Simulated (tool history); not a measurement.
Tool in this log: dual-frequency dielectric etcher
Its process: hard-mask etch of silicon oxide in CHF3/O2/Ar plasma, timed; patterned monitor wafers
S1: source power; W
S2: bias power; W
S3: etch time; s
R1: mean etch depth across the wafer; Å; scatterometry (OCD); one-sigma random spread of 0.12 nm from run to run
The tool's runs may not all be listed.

run	hour	S1	S2	S3	R1
1	0.0	550	190	10.5	202.85
2	2.3	450	190	10.5	185.00
3	5.5	510	193	10.5	196.79
4	11.4	560	195	10.5	205.36
5	16.1	520	195	10.5	199.77
6	18.0	520	195	10.0	189.53
7	19.5	520	195	10.0	192.46
8	22.5	570	199	10.0	198.73
9	25.1	610	208	10.0	209.59
10	32.5	640	212	10.0	212.96
11	38.9	660	219	10.0	219.20
12	43.6	680	223	10.0	223.28
13	50.5	680	223	10.0	224.01

For run 14, what comes out?
14	53.5	700	226	10.0	?

Run 14 produced R1 229.37 Å.

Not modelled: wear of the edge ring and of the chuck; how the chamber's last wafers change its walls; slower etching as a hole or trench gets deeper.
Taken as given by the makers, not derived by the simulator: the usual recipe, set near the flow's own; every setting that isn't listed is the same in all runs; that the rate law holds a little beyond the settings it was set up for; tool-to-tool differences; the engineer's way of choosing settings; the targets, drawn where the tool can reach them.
